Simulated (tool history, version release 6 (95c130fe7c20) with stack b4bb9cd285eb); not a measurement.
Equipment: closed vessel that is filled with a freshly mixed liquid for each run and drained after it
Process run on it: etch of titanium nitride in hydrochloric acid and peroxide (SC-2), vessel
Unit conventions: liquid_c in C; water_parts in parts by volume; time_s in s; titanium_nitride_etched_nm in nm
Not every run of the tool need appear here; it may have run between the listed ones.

Run 1, hour 0: liquid_c 61 C, water_parts 5.5 parts by volume, time_s 245 s. Result: titanium_nitride_etched_nm 16.652 nm.
Run 2, hour 2.7: liquid_c 54 C, water_parts 5.5 parts by volume, time_s 245 s. Result: titanium_nitride_etched_nm 10.72 nm.
Run 3, hour 10.5: liquid_c 59 C, water_parts 5.5 parts by volume, time_s 245 s. Result: titanium_nitride_etched_nm 14.62 nm.
Run 4, hour 17.8: liquid_c 63.5 C, water_parts 5.5 parts by volume, time_s 245 s. Result: titanium_nitride_etched_nm 19.401 nm.
Run 5, hour 20.7: liquid_c 60.5 C, water_parts 5.5 parts by volume, time_s 245 s. Result: titanium_nitride_etched_nm 16.239 nm.
Run 6, hour 21.7: liquid_c 58.5 C, water_parts 5.5 parts by volume, time_s 245 s. Result: titanium_nitride_etched_nm 14.354 nm.

Predict the results of run 7:
Run 7, hour 27.1: liquid_c 57 C, water_parts 5.5 parts by volume, time_s 245 s. Result: titanium_nitride_etched_nm ?.

Run 7 yielded titanium_nitride_etched_nm 12.984 nm.

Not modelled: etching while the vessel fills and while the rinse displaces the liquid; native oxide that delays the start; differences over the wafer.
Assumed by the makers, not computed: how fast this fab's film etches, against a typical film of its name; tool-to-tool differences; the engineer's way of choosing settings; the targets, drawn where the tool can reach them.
